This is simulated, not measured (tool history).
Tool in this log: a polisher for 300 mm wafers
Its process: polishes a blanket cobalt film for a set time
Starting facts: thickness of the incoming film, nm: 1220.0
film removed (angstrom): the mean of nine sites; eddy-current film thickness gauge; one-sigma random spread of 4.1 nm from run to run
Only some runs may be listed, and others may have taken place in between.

| run | day | flow of slurry (ml/min) | pressure of the wafer on the pad (psi) | speed of the pad under the wafer (m/s) | polishing time (s) | film removed (angstrom) |
|---|---|---|---|---|---|---|
| 1 | 0.000 | 140 | 1.8 | 0.90 | 54 | 2502.8 |
| 2 | 0.338 | 145 | 1.9 | 0.90 | 54 | 2591.7 |
| 3 | 0.550 | 145 | 1.9 | 0.72 | 54 | 2128.1 |
| 4 | 0.646 | 145 | 2.0 | 0.74 | 54 | 2288.5 |
| 5 | 0.721 | 145 | 2.2 | 0.74 | 54 | 2488.7 |
| 6 | 0.992 | 145 | 2.2 | 0.54 | 54 | 1857.8 |
| 7 | 1.188 | 150 | 2.3 | 0.58 | 54 | 2058.2 |
| 8 | 1.271 | 150 | 2.4 | 0.62 | 54 | 2347.8 |
| 9 | 1.329 | 155 | 2.4 | 0.66 | 54 | 2517.0 |

What does the tool deliver on the next run?
| 10 | 1.662 | 160 | 2.4 | 0.68 | 54 | ? |

film removed (angstrom): 2572.3
